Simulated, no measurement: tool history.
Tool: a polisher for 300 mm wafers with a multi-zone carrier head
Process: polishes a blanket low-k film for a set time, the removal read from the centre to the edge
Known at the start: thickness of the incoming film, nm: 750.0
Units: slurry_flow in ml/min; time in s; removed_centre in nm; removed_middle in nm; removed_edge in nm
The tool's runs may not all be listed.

{"run": 1, "hour": 0.0, "slurry_flow": 190, "centre_zone": 1.0, "middle_zone": 1.0, "edge_zone": 1.0, "slurry_solids": 1.0, "time": 90, "removed_centre": 33.972, "removed_middle": 32.819, "removed_edge": 33.666}
{"run": 2, "hour": 2.9, "slurry_flow": 190, "centre_zone": 1.0, "middle_zone": 1.0, "edge_zone": 0.95, "slurry_solids": 1.0, "time": 90, "removed_centre": 33.987, "removed_middle": 32.188, "removed_edge": 32.261}
{"run": 3, "hour": 3.9, "slurry_flow": 185, "centre_zone": 0.97, "middle_zone": 1.0, "edge_zone": 0.91, "slurry_solids": 0.95, "time": 90, "removed_centre": 31.861, "removed_middle": 32.196, "removed_edge": 30.996}
{"run": 4, "hour": 5.9, "slurry_flow": 185, "centre_zone": 0.97, "middle_zone": 1.0, "edge_zone": 0.91, "slurry_solids": 0.85, "time": 90, "removed_centre": 28.941, "removed_middle": 28.875, "removed_edge": 28.722}
{"run": 5, "hour": 6.5, "slurry_flow": 185, "centre_zone": 0.97, "middle_zone": 1.03, "edge_zone": 0.91, "slurry_solids": 0.85, "time": 90, "removed_centre": 29.526, "removed_middle": 30.377, "removed_edge": 28.546}
{"hour": 12.0, "done": "worn pad replaced by a new one"}
{"run": 6, "hour": 12.0, "slurry_flow": 185, "centre_zone": 1.02, "middle_zone": 1.03, "edge_zone": 0.91, "slurry_solids": 0.85, "time": 90, "removed_centre": 32.731, "removed_middle": 31.525, "removed_edge": 30.803}
{"run": 7, "hour": 19.6, "slurry_flow": 185, "centre_zone": 1.02, "middle_zone": 1.03, "edge_zone": 0.91, "slurry_solids": 0.85, "time": 90, "removed_centre": 32.814, "removed_middle": 31.73, "removed_edge": 29.597}
{"run": 8, "hour": 26.6, "slurry_flow": 155, "centre_zone": 0.92, "middle_zone": 0.97, "edge_zone": 0.83, "slurry_solids": 0.7, "time": 89, "removed_centre": 23.606, "removed_middle": 24.775, "removed_edge": 24.063}
{"run": 9, "hour": 31.5, "slurry_flow": 205, "centre_zone": 0.95, "middle_zone": 1.0, "edge_zone": 0.87, "slurry_solids": 0.7, "time": 89, "removed_centre": 25.399, "removed_middle": 26.576, "removed_edge": 24.54}
{"run": 10, "hour": 38.3, "slurry_flow": 200, "centre_zone": 0.96, "middle_zone": 1.01, "edge_zone": 0.88, "slurry_solids": 0.7, "time": 89, "removed_centre": 25.552, "removed_middle": 26.18, "removed_edge": 24.287}
{"run": 11, "hour": 44.3, "slurry_flow": 190, "centre_zone": 0.97, "middle_zone": 1.02, "edge_zone": 0.89, "slurry_solids": 0.7, "time": 89, "removed_centre": 25.811, "removed_middle": 26.005, "removed_edge": 24.782}

The next listed run, before its measurement:
{"run": 12, "hour": 45.5, "slurry_flow": 185, "centre_zone": 0.97, "middle_zone": 1.03, "edge_zone": 0.9, "slurry_solids": 0.7, "time": 89, "removed_centre": "?", "removed_middle": "?", "removed_edge": "?"}

{"run 12": {"removed_centre": 25.53, "removed_middle": 26.412, "removed_edge": 24.362}}
